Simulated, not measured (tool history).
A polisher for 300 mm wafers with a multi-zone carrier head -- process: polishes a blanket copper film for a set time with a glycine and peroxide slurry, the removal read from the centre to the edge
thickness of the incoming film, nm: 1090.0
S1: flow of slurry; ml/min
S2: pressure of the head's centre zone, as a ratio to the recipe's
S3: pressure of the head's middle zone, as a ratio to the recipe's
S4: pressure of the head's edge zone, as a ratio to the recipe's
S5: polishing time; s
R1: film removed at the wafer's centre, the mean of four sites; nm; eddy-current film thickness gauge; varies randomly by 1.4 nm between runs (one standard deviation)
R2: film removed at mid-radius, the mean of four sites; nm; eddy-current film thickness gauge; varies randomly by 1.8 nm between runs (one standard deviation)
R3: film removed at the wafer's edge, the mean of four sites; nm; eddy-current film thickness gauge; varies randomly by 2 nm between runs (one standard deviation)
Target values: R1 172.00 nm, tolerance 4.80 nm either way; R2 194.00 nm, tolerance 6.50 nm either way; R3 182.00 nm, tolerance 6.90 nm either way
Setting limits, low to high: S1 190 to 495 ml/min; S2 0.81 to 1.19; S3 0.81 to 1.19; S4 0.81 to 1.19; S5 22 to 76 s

run	hour	S1	S2	S3	S4	S5	R1	R2	R3
1	0.0	320	1.00	1.00	1.00	49	216.48	218.88	209.34
2	3.8	320	1.00	1.00	1.00	39	174.51	171.91	169.83
3	8.1	320	1.00	1.00	1.00	50	223.88	221.99	217.09
4	15.1	315	0.97	0.99	0.97	49	215.04	214.85	214.60
5	16.7	315	0.96	1.01	0.98	47	203.99	215.52	206.99
6	21.7	315	0.95	1.02	0.98	46	196.31	206.31	198.81
7	25.5	315	0.95	1.02	0.98	46	196.31	207.05	200.04
8	29.3	315	0.94	1.03	0.98	45	191.41	207.48	195.73
9	30.0	315	0.93	1.03	0.98	44	184.27	198.52	191.49
10	33.4	315	0.93	1.04	0.98	44	184.54	202.83	192.31

Of the 5 settings listed for the next run, only one would bring every result within its allowed miss of target. Which one?
A	36.8	265	0.97	0.99	1.06	46	?	?	?
B	36.8	415	1.01	1.04	0.90	42	?	?	?
C	36.8	300	0.94	1.18	1.01	41	?	?	?
D	36.8	370	0.91	0.96	0.90	46	?	?	?
E	36.8	310	0.92	1.05	1.00	42	?	?	?

move	R1	R2	R3
A	196.81	198.47	207.75
B	196.51	197.38	181.31
C	172.93	208.57	182.38
D	191.71	200.33	197.39
E	173.86	193.99	186.75
A: misses by more than the last run did
B: misses by more than the last run did
C: brings the result that was furthest off to its target, and leaves another outside
D: misses by more than the last run did
E: each result inside its tolerance
E is the move that brings every result within its allowed miss.

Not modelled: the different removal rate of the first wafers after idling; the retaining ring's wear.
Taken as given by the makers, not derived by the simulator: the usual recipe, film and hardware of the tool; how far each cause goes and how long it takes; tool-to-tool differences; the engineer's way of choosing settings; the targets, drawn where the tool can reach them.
